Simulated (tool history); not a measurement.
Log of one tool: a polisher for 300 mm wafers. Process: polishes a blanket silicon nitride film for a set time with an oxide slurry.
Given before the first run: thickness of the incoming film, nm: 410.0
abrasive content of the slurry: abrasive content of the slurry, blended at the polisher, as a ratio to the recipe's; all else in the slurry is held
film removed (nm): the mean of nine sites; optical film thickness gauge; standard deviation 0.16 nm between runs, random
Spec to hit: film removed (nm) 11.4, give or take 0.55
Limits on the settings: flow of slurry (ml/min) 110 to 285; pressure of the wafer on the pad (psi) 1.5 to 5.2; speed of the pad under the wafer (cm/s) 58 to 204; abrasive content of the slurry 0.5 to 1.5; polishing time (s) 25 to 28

run,hour,flow of slurry (ml/min),pressure of the wafer on the pad (psi),speed of the pad under the wafer (cm/s),abrasive content of the slurry,polishing time (s),film removed (nm)
1,0,180,3.3,130,1,28,18.241
2,7.7,225,3.3,130,1,28,18.855
3,15.5,225,3,128,1,28,17.195
4,17,225,2.7,126,1,28,15.314
5,19.7,225,2.5,126,1,28,14.294
6,22.6,225,2.4,126,1,28,13.904
7,28.8,225,2.3,126,1,28,12.998
8,35.9,220,2.2,126,1,28,12.247
9,42.7,215,2.2,126,1,28,12.419
10,45.6,210,2.2,126,1,28,12.175
11,50.2,205,2.2,126,1,28,12.333
12,50.9,205,1.9,124,1,28,10.742

Pick the move, out of 5, that brings all results within their allowed miss; only one does.
A,51.6,220,2.1,112,1.05,25,?
B,51.6,215,1.8,130,0.95,26,?
C,51.6,220,2,122,0.8,28,?
D,51.6,270,2.3,104,1,27,?
E,51.6,230,1.8,126,1,28,?

move,film removed (nm)
A,9.8555
B,9.2846
C,9.3596
D,10.92
E,10.167
A: its largest miss is bigger than the last run's
B: its largest miss is bigger than the last run's
C: its largest miss is bigger than the last run's
D: all results land within tolerance of their targets
E: its largest miss is bigger than the last run's
Correct choice: D, which meets every target
